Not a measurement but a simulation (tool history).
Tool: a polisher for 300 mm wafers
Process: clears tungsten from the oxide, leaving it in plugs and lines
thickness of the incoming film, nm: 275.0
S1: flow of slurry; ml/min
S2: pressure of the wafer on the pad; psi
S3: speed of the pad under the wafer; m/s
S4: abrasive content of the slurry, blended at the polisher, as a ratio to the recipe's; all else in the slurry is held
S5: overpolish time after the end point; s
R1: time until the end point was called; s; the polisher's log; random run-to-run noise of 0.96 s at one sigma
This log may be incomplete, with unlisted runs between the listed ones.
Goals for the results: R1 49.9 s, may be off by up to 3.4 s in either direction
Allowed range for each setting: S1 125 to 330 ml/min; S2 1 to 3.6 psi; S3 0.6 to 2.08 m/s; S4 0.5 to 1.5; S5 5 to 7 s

{"run": 1, "hour": 0.0, "S1": 210, "S2": 2.3, "S3": 1.34, "S4": 1, "S5": 7, "R1": 72.501}
{"run": 2, "hour": 8.0, "S1": 210, "S2": 2.3, "S3": 1.16, "S4": 1, "S5": 7, "R1": 83.737}
{"run": 3, "hour": 16.3, "S1": 230, "S2": 2.3, "S3": 1.16, "S4": 1, "S5": 7, "R1": 82.834}
{"run": 4, "hour": 22.6, "S1": 280, "S2": 2.3, "S3": 1.16, "S4": 1, "S5": 7, "R1": 80.112}
{"run": 5, "hour": 28.8, "S1": 280, "S2": 2.6, "S3": 1.16, "S4": 1, "S5": 7, "R1": 71.954}
{"run": 6, "hour": 35.2, "S1": 280, "S2": 2.7, "S3": 1.18, "S4": 1, "S5": 7, "R1": 67.055}
{"run": 7, "hour": 40.9, "S1": 280, "S2": 2.8, "S3": 1.18, "S4": 1, "S5": 7, "R1": 65.37}
{"run": 8, "hour": 43.9, "S1": 280, "S2": 2.9, "S3": 1.18, "S4": 1, "S5": 7, "R1": 62.709}

Pick the move, out of 5, that brings all results within their allowed miss; only one does.
{"run": "A", "hour": 46.9, "S1": 305, "S2": 3.6, "S3": 1.14, "S4": 1.3, "S5": 7, "R1": "?"}
{"run": "B", "hour": 46.9, "S1": 260, "S2": 2.6, "S3": 0.96, "S4": 1.05, "S5": 5, "R1": "?"}
{"run": "C", "hour": 46.9, "S1": 275, "S2": 2.5, "S3": 1.16, "S4": 0.85, "S5": 7, "R1": "?"}
{"run": "D", "hour": 46.9, "S1": 230, "S2": 2.4, "S3": 1.3, "S4": 0.9, "S5": 5, "R1": "?"}
{"run": "E", "hour": 46.9, "S1": 265, "S2": 2.7, "S3": 1.08, "S4": 1.05, "S5": 7, "R1": "?"}

move=A R1=49.393
move=B R1=86.527
move=C R1=79.433
move=D R1=74.066
move=E R1=74.341
A: in spec on every target
B: the biggest miss grows against the last run
C: the biggest miss grows against the last run
D: the biggest miss grows against the last run
E: the biggest miss grows against the last run
So the answer is move A, the one that meets all the targets.

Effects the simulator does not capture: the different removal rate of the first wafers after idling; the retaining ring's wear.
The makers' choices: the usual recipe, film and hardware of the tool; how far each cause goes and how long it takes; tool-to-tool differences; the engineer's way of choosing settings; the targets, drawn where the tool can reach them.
